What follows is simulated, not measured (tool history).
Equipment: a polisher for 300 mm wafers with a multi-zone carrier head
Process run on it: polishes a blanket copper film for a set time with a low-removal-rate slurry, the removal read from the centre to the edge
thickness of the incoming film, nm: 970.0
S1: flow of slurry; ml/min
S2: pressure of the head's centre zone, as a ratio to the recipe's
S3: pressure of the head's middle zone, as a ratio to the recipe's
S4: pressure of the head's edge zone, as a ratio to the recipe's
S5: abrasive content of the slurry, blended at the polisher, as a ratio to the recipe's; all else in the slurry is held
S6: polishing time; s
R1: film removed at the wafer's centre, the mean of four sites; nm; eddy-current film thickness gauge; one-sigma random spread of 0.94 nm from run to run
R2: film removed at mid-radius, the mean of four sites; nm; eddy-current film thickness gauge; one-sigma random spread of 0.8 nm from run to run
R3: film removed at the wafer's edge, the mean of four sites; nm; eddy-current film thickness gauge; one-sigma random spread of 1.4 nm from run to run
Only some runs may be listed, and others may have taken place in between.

run  hour   S1    S2    S3    S4    S5  S6      R1      R2      R3
  1     0  225     1     1     1     1  54   173.3  171.69  175.94
  2   6.8  225     1     1  0.96     1  54  172.58  171.95  176.21
  3  11.4  225     1     1  0.96     1  46  148.09  146.65  145.42
  4  16.4  225  0.97     1  0.92  0.85  45  137.53  137.61   134.9
  5  20.7  210  0.93     1  0.89   0.8  45  129.52  135.67  133.09
  6  23.7  210  0.93  0.93  0.89   0.8  45  128.34  126.13  130.23

Expected results for the next run?
  7  31.9  210  0.91  0.96  0.86  0.75  45   ?   ?   ?

{"run 7": {"R1": 124.63, "R2": 127.76, "R3": 127.52}}

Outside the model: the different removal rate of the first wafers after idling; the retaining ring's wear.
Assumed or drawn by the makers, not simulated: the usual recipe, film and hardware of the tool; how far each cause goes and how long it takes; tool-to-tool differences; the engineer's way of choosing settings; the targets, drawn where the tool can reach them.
